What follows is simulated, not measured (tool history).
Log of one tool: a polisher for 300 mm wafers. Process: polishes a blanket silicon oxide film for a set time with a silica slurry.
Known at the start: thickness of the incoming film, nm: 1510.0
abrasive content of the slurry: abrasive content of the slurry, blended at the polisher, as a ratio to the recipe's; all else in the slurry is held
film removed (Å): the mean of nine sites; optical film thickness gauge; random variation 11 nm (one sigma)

| run | hour | flow of slurry (ml/min) | pressure of the wafer on the pad (kPa) | speed of the pad under the wafer (cm/s) | abrasive content of the slurry | polishing time (s) | film removed (Å) |
|---|---|---|---|---|---|---|---|
| 1 | 0 | 195 | 37.2 | 138 | 1 | 93 | 5634 |
| 2 | 3.4 | 220 | 37.2 | 138 | 1 | 93 | 5615.5 |
| 3 | 9.7 | 220 | 40.7 | 140 | 1 | 93 | 6249 |
| 4 | 15.3 | 220 | 43.4 | 140 | 1 | 93 | 6717.3 |
| 5 | 17.7 | 220 | 45.5 | 140 | 1 | 93 | 6800.1 |
| 6 | 21.8 | 220 | 45.5 | 140 | 0.8 | 93 | 6283 |
| 7 | 25.7 | 220 | 48.3 | 142 | 0.8 | 93 | 6848.4 |

Run 8 comes next. What will it give?
| 8 | 34.4 | 220 | 50.3 | 142 | 0.8 | 93 | ? |

{"run 8": {"film removed (Å)": 7109.4}}
